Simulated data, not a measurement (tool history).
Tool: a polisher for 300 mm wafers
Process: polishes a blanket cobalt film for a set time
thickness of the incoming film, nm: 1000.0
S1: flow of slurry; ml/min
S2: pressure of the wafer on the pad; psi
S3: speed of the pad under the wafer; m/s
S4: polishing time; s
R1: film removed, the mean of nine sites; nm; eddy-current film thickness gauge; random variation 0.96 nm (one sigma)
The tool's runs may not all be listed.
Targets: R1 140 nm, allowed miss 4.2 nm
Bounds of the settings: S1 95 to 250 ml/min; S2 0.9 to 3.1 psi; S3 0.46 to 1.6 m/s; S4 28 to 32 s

Run 1, day 0: S1 160 ml/min, S2 2 psi, S3 1.02 m/s, S4 32 s. Result: R1 178.69 nm.
Run 2, day 0.033: S1 185 ml/min, S2 2 psi, S3 1.02 m/s, S4 32 s. Result: R1 184.58 nm.
Run 3, day 0.333: S1 150 ml/min, S2 2 psi, S3 1.02 m/s, S4 32 s. Result: R1 177.45 nm.
Run 4, day 0.542: S1 145 ml/min, S2 1.9 psi, S3 1.02 m/s, S4 32 s. Result: R1 168.67 nm.
Run 5, day 0.65: S1 140 ml/min, S2 1.8 psi, S3 1.02 m/s, S4 32 s. Result: R1 160.3 nm.
Run 6, day 0.962: S1 140 ml/min, S2 2 psi, S3 1.02 m/s, S4 32 s. Result: R1 176.4 nm.
Run 7, day 1.033: S1 135 ml/min, S2 1.9 psi, S3 1.02 m/s, S4 32 s. Result: R1 165.21 nm.
Run 8, day 1.229: S1 135 ml/min, S2 1.9 psi, S3 1.02 m/s, S4 32 s. Result: R1 165.79 nm.
Run 9, day 1.367: S1 130 ml/min, S2 1.8 psi, S3 1.02 m/s, S4 32 s. Result: R1 157.2 nm.
Run 10, day 1.508: S1 125 ml/min, S2 1.7 psi, S3 1.02 m/s, S4 32 s. Result: R1 146.65 nm.
Run 11, day 1.65: S1 120 ml/min, S2 1.7 psi, S3 1.02 m/s, S4 32 s. Result: R1 146.11 nm.
Run 12, day 1.717: S1 115 ml/min, S2 1.7 psi, S3 1.02 m/s, S4 32 s. Result: R1 145.56 nm.

5 next moves are on the table. One of them brings every result within its allowed miss. Which?
Run A, day 1.783: S1 120 ml/min, S2 1.7 psi, S3 1.06 m/s, S4 32 s. Result: R1 ?.
Run B, day 1.783: S1 120 ml/min, S2 1.5 psi, S3 1.14 m/s, S4 31 s. Result: R1 ?.
Run C, day 1.783: S1 130 ml/min, S2 1.7 psi, S3 1.02 m/s, S4 32 s. Result: R1 ?.
Run D, day 1.783: S1 140 ml/min, S2 1.9 psi, S3 0.98 m/s, S4 30 s. Result: R1 ?.
Run E, day 1.783: S1 125 ml/min, S2 2 psi, S3 0.9 m/s, S4 32 s. Result: R1 ?.

move      R1
   A  152.47
   B  140.43
   C  149.41
   D  152.26
   E   153.9
A: further off than the last run
B: meets every target
C: further off than the last run
D: further off than the last run
E: further off than the last run
The right move is B.
